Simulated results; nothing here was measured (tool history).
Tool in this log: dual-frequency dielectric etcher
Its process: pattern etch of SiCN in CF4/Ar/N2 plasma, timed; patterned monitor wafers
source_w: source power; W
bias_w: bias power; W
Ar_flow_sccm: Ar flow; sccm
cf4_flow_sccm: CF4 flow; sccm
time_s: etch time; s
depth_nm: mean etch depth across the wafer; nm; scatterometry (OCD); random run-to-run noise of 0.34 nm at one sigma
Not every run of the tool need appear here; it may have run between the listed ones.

run  hour  source_w  bias_w  Ar_flow_sccm  cf4_flow_sccm  time_s  depth_nm
  1     0       400      61           123             54    89.5    60.717
  2   8.8       440      62           122             54    89.5     67.79
  3  12.9       440      62           135             54    89.5    65.838
  4  21.2       440      53           135             54    89.5    60.402
     21.8  -- wet clean of the chamber
  5  21.8       470      55           134             54    89.5    67.798
  6  29.1       490      55           134             54    89.5    70.501

Estimate the outcome of run 7 from the log above:
  7  35.6       490      55           134             54    89.5         ?

For run 7 the tool returned depth_nm 71.102 nm.
